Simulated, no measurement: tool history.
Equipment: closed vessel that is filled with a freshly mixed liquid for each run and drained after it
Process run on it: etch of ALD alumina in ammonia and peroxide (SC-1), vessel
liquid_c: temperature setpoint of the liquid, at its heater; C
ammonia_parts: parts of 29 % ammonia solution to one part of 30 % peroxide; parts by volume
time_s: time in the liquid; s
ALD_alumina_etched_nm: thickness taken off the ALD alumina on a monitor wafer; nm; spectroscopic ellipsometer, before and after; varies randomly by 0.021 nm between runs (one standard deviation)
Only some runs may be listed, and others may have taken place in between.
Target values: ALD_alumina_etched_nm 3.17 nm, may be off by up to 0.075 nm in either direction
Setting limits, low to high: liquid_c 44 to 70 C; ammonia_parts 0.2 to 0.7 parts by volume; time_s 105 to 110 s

run	hour	liquid_c	ammonia_parts	time_s	ALD_alumina_etched_nm
1	0	60	0.4	105	6.6577
2	1.7	55	0.4	105	5.0758
3	4.9	54	0.4	105	4.8526
4	6.8	54	0.3	105	4.701
5	8.9	54	0.3	110	4.9001
6	12.5	57.5	0.3	110	5.9445
7	21.7	56	0.3	110	5.4751
8	27.1	54.5	0.3	110	5.0273
9	31.9	46.5	0.3	110	3.2616

Which one of the following 5 next-run settings gets every result inside its allowed miss? There is exactly one.
A	36.7	47	0.25	110	?
B	36.7	48	0.25	105	?
C	36.7	47.5	0.25	110	?
D	36.7	46.5	0.4	110	?
E	36.7	45	0.5	110	?

move	ALD_alumina_etched_nm
A	3.2923
B	3.3237
C	3.386
D	3.3478
E	3.1411
A: lands further from the targets than the last run did
B: lands further from the targets than the last run did
C: lands further from the targets than the last run did
D: lands further from the targets than the last run did
E: every result within its allowed miss
The move that meets every target is E.
